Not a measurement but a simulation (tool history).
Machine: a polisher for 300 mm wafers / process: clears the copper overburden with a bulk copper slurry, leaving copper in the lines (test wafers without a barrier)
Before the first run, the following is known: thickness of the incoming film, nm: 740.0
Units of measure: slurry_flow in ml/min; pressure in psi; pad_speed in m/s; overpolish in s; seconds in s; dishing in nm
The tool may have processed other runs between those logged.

run 1 day=0.000 | slurry_flow=215 pressure=2.0 pad_speed=1.36 slurry_solids=1.00 overpolish=22 | seconds=70.352 dishing=57.505
run 2 day=0.354 | slurry_flow=215 pressure=2.0 pad_speed=1.36 slurry_solids=0.80 overpolish=22 | seconds=73.832 dishing=57.657
run 3 day=0.521 | slurry_flow=215 pressure=2.0 pad_speed=1.70 slurry_solids=0.80 overpolish=22 | seconds=63.547 dishing=60.431
run 4 day=0.738 | slurry_flow=215 pressure=2.2 pad_speed=1.70 slurry_solids=0.80 overpolish=22 | seconds=57.843 dishing=59.416
run 5 day=0.867 | slurry_flow=215 pressure=2.2 pad_speed=1.70 slurry_solids=0.80 overpolish=27 | seconds=58.121 dishing=61.881
run 6 day=1.021 | slurry_flow=215 pressure=2.2 pad_speed=1.70 slurry_solids=0.95 overpolish=27 | seconds=54.531 dishing=62.650
run 7 day=1.117 | slurry_flow=215 pressure=2.3 pad_speed=1.70 slurry_solids=0.95 overpolish=27 | seconds=51.396 dishing=63.613
run 8 day=1.246 | slurry_flow=215 pressure=2.4 pad_speed=1.70 slurry_solids=0.95 overpolish=26 | seconds=49.939 dishing=65.073

Run 9, settings as shown, results not yet in. Your forecast:
run 9 day=1.467 | slurry_flow=215 pressure=2.4 pad_speed=1.72 slurry_solids=0.95 overpolish=24 | seconds=? dishing=?

Run 9 yielded seconds 50.336 s, dishing 62.510 nm.
